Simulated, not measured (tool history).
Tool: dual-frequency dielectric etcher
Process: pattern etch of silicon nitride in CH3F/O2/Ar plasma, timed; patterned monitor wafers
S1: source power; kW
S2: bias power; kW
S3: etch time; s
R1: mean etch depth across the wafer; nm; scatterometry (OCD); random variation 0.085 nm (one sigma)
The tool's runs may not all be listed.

{"run": 1, "day": 0.0, "S1": 0.49, "S2": 0.079, "S3": 50, "R1": 37.39}
{"run": 2, "day": 0.175, "S1": 0.47, "S2": 0.076, "S3": 50, "R1": 35.726}
{"run": 3, "day": 0.458, "S1": 0.45, "S2": 0.075, "S3": 50, "R1": 34.683}
{"run": 4, "day": 0.612, "S1": 0.43, "S2": 0.074, "S3": 50, "R1": 33.413}
{"run": 5, "day": 0.738, "S1": 0.42, "S2": 0.074, "S3": 50, "R1": 32.742}
{"run": 6, "day": 1.033, "S1": 0.41, "S2": 0.074, "S3": 50, "R1": 32.095}

Forecast run 7:
{"run": 7, "day": 1.346, "S1": 0.4, "S2": 0.074, "S3": 50, "R1": "?"}

Run 7 gave R1 31.584 nm.
